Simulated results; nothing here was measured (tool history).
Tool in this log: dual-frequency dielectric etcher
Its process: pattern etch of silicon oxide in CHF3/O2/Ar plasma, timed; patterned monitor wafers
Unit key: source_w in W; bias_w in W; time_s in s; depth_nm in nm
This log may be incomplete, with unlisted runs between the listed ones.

run,hour,source_w,bias_w,time_s,depth_nm
1,0.0,810,178,281.0,689.31
2,5.5,720,170,280.0,655.69
3,10.0,790,170,280.0,668.71
4,18.7,710,160,279.0,634.18
5,24.0,710,160,281.0,640.53
6,30.1,810,160,281.0,664.61

What will run 7 give?
7,32.3,730,153,280.5,?

Run 7 measured depth_nm 631.21 nm.

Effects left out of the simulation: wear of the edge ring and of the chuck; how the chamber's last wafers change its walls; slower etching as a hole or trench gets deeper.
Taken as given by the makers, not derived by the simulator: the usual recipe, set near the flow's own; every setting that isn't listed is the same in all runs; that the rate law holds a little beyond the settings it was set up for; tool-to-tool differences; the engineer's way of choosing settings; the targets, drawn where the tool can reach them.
